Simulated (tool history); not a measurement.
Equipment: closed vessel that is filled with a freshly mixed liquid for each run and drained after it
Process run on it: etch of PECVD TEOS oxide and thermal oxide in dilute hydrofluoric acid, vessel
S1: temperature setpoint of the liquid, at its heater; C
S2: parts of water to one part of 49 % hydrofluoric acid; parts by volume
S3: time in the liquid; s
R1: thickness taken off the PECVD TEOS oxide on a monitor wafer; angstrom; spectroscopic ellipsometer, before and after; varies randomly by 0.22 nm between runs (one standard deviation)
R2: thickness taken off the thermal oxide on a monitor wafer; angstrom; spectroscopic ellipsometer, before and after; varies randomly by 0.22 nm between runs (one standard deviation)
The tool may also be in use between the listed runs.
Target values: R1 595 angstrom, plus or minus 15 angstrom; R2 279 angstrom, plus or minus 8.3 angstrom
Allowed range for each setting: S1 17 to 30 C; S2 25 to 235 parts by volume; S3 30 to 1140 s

| run | hour | S1 | S2 | S3 | R1 | R2 |
|---|---|---|---|---|---|---|
| 1 | 0 | 22 | 130 | 580 | 353.74 | 168.55 |
| 2 | 1.4 | 23.5 | 125 | 580 | 391.87 | 182.92 |
| 3 | 7.5 | 24 | 120 | 580 | 422.55 | 196.97 |
| 4 | 9.1 | 25.5 | 120 | 580 | 444.93 | 208.68 |
| 5 | 13.4 | 26 | 120 | 580 | 454.29 | 212.62 |
| 6 | 19 | 24.5 | 120 | 580 | 428.06 | 202.55 |
| 7 | 20.9 | 25.5 | 120 | 580 | 444.11 | 207.44 |
| 8 | 22.3 | 26 | 115 | 580 | 474.68 | 223.82 |
| 9 | 28.3 | 26.5 | 115 | 580 | 484.19 | 225.82 |
| 10 | 30.1 | 27 | 115 | 580 | 492.98 | 234.9 |
| 11 | 36.1 | 27.5 | 115 | 580 | 506.99 | 235.96 |

5 candidate next runs follow, results not yet known. Just one meets every target within its allowed miss. Identify it.
| A | 42.1 | 23.5 | 105 | 675 | ? | ? |
| B | 42.1 | 30 | 145 | 770 | ? | ? |
| C | 42.1 | 26.5 | 120 | 555 | ? | ? |
| D | 42.1 | 24 | 85 | 565 | ? | ? |
| E | 42.1 | 27 | 100 | 410 | ? | ? |

| move | R1 | R2 |
|---|---|---|
| A | 555.61 | 262.03 |
| B | 558.22 | 263.26 |
| C | 440.96 | 207.96 |
| D | 600.66 | 283.28 |
| E | 408.89 | 192.83 |
A: nearer than the last run, and not there yet
B: nearer than the last run, and not there yet
C: the biggest miss grows against the last run
D: meets every target
E: the biggest miss grows against the last run
Answer: D
